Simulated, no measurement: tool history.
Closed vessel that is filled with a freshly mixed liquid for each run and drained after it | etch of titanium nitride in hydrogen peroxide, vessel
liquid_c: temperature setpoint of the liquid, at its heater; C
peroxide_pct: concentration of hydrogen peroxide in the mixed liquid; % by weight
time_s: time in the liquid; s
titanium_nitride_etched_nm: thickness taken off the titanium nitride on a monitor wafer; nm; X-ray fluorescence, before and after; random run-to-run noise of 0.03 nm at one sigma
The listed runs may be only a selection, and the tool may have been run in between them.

| run | hour | liquid_c | peroxide_pct | time_s | titanium_nitride_etched_nm |
|---|---|---|---|---|---|
| 1 | 0.0 | 50.0 | 21 | 55 | 4.4344 |
| 2 | 6.7 | 50.0 | 21 | 40 | 3.2170 |
| 3 | 13.3 | 54.5 | 21 | 40 | 4.4326 |
| 4 | 16.6 | 56.0 | 21 | 40 | 4.8959 |
| 5 | 23.5 | 57.0 | 21 | 40 | 5.2826 |
| 6 | 24.4 | 58.0 | 21 | 40 | 5.6766 |
| 7 | 26.2 | 59.0 | 21 | 40 | 6.0707 |

Forecast run 8:
| 8 | 29.7 | 59.5 | 21 | 40 | ? |

{"run 8": {"titanium_nitride_etched_nm": 6.2563}}

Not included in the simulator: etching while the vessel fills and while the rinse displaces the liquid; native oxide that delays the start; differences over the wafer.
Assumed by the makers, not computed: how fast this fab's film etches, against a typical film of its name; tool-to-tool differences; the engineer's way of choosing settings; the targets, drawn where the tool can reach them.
